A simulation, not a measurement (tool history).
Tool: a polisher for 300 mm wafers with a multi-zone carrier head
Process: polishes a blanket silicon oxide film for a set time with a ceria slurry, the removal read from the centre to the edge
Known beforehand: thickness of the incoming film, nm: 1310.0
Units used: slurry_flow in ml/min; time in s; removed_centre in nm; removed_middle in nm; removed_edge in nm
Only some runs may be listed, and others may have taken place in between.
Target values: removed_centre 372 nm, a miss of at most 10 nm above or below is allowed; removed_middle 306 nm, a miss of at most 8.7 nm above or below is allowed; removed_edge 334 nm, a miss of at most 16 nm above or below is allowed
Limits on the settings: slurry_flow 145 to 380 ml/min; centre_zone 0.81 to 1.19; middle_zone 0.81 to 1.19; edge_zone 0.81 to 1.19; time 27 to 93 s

{"run": 1, "day": 0.0, "slurry_flow": 245, "centre_zone": 1, "middle_zone": 1, "edge_zone": 1, "time": 59, "removed_centre": 415.89, "removed_middle": 423.02, "removed_edge": 411.64}
{"run": 2, "day": 0.133, "slurry_flow": 240, "centre_zone": 1.01, "middle_zone": 0.96, "edge_zone": 0.98, "time": 57, "removed_centre": 403.77, "removed_middle": 390.59, "removed_edge": 398.26}
{"run": 3, "day": 0.488, "slurry_flow": 240, "centre_zone": 1.01, "middle_zone": 0.96, "edge_zone": 0.93, "time": 57, "removed_centre": 397.8, "removed_middle": 393.59, "removed_edge": 387.51}
{"run": 4, "day": 0.817, "slurry_flow": 235, "centre_zone": 1.03, "middle_zone": 0.93, "edge_zone": 0.91, "time": 56, "removed_centre": 404.14, "removed_middle": 377.39, "removed_edge": 372.17}
{"run": 5, "day": 1.054, "slurry_flow": 235, "centre_zone": 1.03, "middle_zone": 0.86, "edge_zone": 0.91, "time": 56, "removed_centre": 401.85, "removed_middle": 359.13, "removed_edge": 379.52}
{"run": 6, "day": 1.162, "slurry_flow": 225, "centre_zone": 1.04, "middle_zone": 0.85, "edge_zone": 0.91, "time": 55, "removed_centre": 396.76, "removed_middle": 348.15, "removed_edge": 371.04}
{"run": 7, "day": 1.208, "slurry_flow": 220, "centre_zone": 1.05, "middle_zone": 0.84, "edge_zone": 0.91, "time": 54, "removed_centre": 391.49, "removed_middle": 340.2, "removed_edge": 352.63}
{"day": 1.362, "done": "worn pad replaced by a new one"}
{"run": 8, "day": 1.362, "slurry_flow": 220, "centre_zone": 1.06, "middle_zone": 0.83, "edge_zone": 0.93, "time": 53, "removed_centre": 441.39, "removed_middle": 378.09, "removed_edge": 398.87}
{"run": 9, "day": 1.65, "slurry_flow": 245, "centre_zone": 1.06, "middle_zone": 0.83, "edge_zone": 0.9, "time": 53, "removed_centre": 458.13, "removed_middle": 381.84, "removed_edge": 407.94}
{"run": 10, "day": 1.892, "slurry_flow": 235, "centre_zone": 1.06, "middle_zone": 0.83, "edge_zone": 0.9, "time": 52, "removed_centre": 442.56, "removed_middle": 370.15, "removed_edge": 391.66}
{"run": 11, "day": 1.946, "slurry_flow": 170, "centre_zone": 1.06, "middle_zone": 0.81, "edge_zone": 0.94, "time": 43, "removed_centre": 346.3, "removed_middle": 289.43, "removed_edge": 318.99}
{"run": 12, "day": 1.988, "slurry_flow": 170, "centre_zone": 1.06, "middle_zone": 0.81, "edge_zone": 0.94, "time": 43, "removed_centre": 339.93, "removed_middle": 286.65, "removed_edge": 319.11}

Below are 4 possible settings for the next run. Only one of them brings all results inside the allowed miss of their targets. Which is it?
{"run": "A", "day": 2.029, "slurry_flow": 215, "centre_zone": 1.18, "middle_zone": 0.89, "edge_zone": 0.97, "time": 39, "removed_centre": "?", "removed_middle": "?", "removed_edge": "?"}
{"run": "B", "day": 2.029, "slurry_flow": 205, "centre_zone": 1.1, "middle_zone": 0.85, "edge_zone": 0.97, "time": 43, "removed_centre": "?", "removed_middle": "?", "removed_edge": "?"}
{"run": "C", "day": 2.029, "slurry_flow": 145, "centre_zone": 1.01, "middle_zone": 0.85, "edge_zone": 0.93, "time": 45, "removed_centre": "?", "removed_middle": "?", "removed_edge": "?"}
{"run": "D", "day": 2.029, "slurry_flow": 200, "centre_zone": 0.9, "middle_zone": 0.97, "edge_zone": 0.95, "time": 42, "removed_centre": "?", "removed_middle": "?", "removed_edge": "?"}

move=A removed_centre=361.69 removed_middle=284.84 removed_edge=302.93
move=B removed_centre=368.89 removed_middle=303.8 removed_edge=332.56
move=C removed_centre=333.12 removed_middle=301.18 removed_edge=328.32
move=D removed_centre=293.42 removed_middle=320.64 removed_edge=320.71
A: better than the last run, though not everything is in spec
B: all results in spec
C: its largest miss is bigger than the last run's
D: its largest miss is bigger than the last run's
B is the move that brings every result within its allowed miss.
